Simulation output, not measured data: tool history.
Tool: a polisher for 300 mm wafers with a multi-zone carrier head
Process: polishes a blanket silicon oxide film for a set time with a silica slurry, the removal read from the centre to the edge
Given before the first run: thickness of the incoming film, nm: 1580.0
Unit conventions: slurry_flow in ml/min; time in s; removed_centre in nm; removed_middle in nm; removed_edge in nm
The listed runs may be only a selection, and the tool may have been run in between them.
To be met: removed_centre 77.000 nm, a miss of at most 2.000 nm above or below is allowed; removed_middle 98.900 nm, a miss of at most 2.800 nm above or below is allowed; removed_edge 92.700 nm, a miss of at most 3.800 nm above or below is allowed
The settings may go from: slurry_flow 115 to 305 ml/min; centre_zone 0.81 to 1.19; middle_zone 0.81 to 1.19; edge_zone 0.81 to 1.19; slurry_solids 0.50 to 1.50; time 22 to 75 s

run,hour,slurry_flow,centre_zone,middle_zone,edge_zone,slurry_solids,time,removed_centre,removed_middle,removed_edge
1,0.0,195,1.00,1.00,1.00,1.00,48,133.340,129.400,136.300
2,7.2,195,1.00,0.92,1.00,1.00,48,133.050,120.800,136.960
3,11.6,195,1.00,0.97,1.00,1.00,48,132.260,125.140,138.070
4,18.6,215,1.00,0.97,1.00,1.00,48,135.090,127.210,137.590
5,21.6,215,1.00,0.97,1.07,1.00,48,135.180,126.950,141.510
6,23.5,210,0.98,0.98,1.05,0.95,47,125.640,122.390,130.490
7,30.7,155,0.88,1.06,1.08,0.70,46,88.723,102.220,109.890
8,33.9,155,0.87,1.07,1.06,0.70,46,86.439,103.760,108.340
9,38.7,155,0.87,1.07,1.04,0.70,46,87.093,103.620,104.830
10,42.8,150,0.86,1.07,1.03,0.70,46,84.910,101.260,103.200
11,46.3,145,0.86,1.07,1.02,0.70,46,85.134,100.690,103.050
# hour 54.7: worn pad replaced by a new one
12,54.7,145,0.85,1.08,1.01,0.70,46,90.255,108.510,111.000
13,61.6,160,0.86,1.09,1.03,0.70,46,90.868,112.290,110.810

Which single option among these 4 for the next run brings every result within its allowed miss of target? Just one does.
A,68.5,115,1.00,0.89,1.05,0.90,45,?,?,?
B,68.5,150,0.88,1.11,1.03,0.65,38,?,?,?
C,68.5,175,0.87,1.18,1.05,0.70,37,?,?,?
D,68.5,185,1.04,0.90,0.92,0.70,44,?,?,?

move,removed_centre,removed_middle,removed_edge
A,111.620,99.438,123.860
B,73.305,88.196,88.387
C,76.623,97.845,93.088
D,109.230,93.270,105.000
A: misses by more than the last run did
B: pushes the last run's worst result past its target
C: every result lands within tolerance
D: misses by more than the last run did
Answer: C
